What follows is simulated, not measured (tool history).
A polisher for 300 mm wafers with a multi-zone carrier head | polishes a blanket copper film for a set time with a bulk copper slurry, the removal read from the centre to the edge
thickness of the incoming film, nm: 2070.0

run	hour	flow of slurry (ml/min)	pressure of the head's centre zone	pressure of the head's middle zone	pressure of the head's edge zone	abrasive content of the slurry	polishing time (s)	film removed at the wafer's centre (Å)	film removed at mid-radius (Å)	film removed at the wafer's edge (Å)
1	0.0	160	1.00	1.00	1.00	1.00	63	7203.6	7115.8	6933.5
2	3.8	160	1.00	0.95	1.00	1.00	63	7211.2	6786.7	6982.8
3	11.3	160	1.00	0.95	1.00	0.85	63	7047.4	6598.1	6737.4
4	20.1	160	1.00	0.95	0.94	0.85	63	6984.2	6725.5	6608.9
5	26.1	170	1.01	0.96	0.95	0.90	63	7196.4	6607.8	6690.9
6	30.1	170	1.02	0.98	0.97	0.95	63	7366.1	6917.9	6933.8
7	35.2	175	1.03	1.00	0.97	0.95	63	7414.4	7117.1	6869.9
8	40.5	180	1.04	1.01	0.99	1.00	63	7553.5	7323.1	6889.4
9	47.8	180	1.05	1.01	1.00	1.05	63	7780.8	7456.7	7216.3

Run 10 comes next. What will it give?
10	54.4	185	1.06	1.01	1.01	1.05	63	?	?	?

film removed at the wafer's centre (Å): 7862.7
film removed at mid-radius (Å): 7386.9
film removed at the wafer's edge (Å): 7098.3
